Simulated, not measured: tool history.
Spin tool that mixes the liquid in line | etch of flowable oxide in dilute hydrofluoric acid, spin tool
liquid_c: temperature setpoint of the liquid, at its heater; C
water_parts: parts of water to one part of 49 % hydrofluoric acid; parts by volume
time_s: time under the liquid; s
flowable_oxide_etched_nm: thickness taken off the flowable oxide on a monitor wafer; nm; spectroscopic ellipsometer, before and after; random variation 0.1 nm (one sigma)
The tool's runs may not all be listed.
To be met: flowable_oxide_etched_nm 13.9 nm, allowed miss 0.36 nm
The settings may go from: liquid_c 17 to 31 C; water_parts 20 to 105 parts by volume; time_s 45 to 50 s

run 1 hour=0 | liquid_c=23 water_parts=55 time_s=45 | flowable_oxide_etched_nm=16.794
run 2 hour=0.8 | liquid_c=22 water_parts=55 time_s=45 | flowable_oxide_etched_nm=16.019
run 3 hour=8.9 | liquid_c=25.5 water_parts=55 time_s=45 | flowable_oxide_etched_nm=18.74
run 4 hour=16.5 | liquid_c=25.5 water_parts=55 time_s=45 | flowable_oxide_etched_nm=18.652
run 5 hour=17.6 | liquid_c=27 water_parts=55 time_s=45 | flowable_oxide_etched_nm=19.882
run 6 hour=24.7 | liquid_c=25.5 water_parts=55 time_s=45 | flowable_oxide_etched_nm=18.791
run 7 hour=32.7 | liquid_c=24 water_parts=55 time_s=45 | flowable_oxide_etched_nm=17.536
run 8 hour=36 | liquid_c=20 water_parts=55 time_s=45 | flowable_oxide_etched_nm=15.02

Which of these 4 next moves meets every target?
run A hour=39.3 | liquid_c=22 water_parts=65 time_s=50 | flowable_oxide_etched_nm=?
run B hour=39.3 | liquid_c=22.5 water_parts=65 time_s=45 | flowable_oxide_etched_nm=?
run C hour=39.3 | liquid_c=17.5 water_parts=55 time_s=50 | flowable_oxide_etched_nm=?
run D hour=39.3 | liquid_c=19.5 water_parts=55 time_s=45 | flowable_oxide_etched_nm=?

move=A flowable_oxide_etched_nm=14.997
move=B flowable_oxide_etched_nm=13.779
move=C flowable_oxide_etched_nm=14.828
move=D flowable_oxide_etched_nm=14.539
A: as far off as the last run
B: meets every target
C: nearer than the last run, and not there yet
D: nearer than the last run, and not there yet
Answer: B
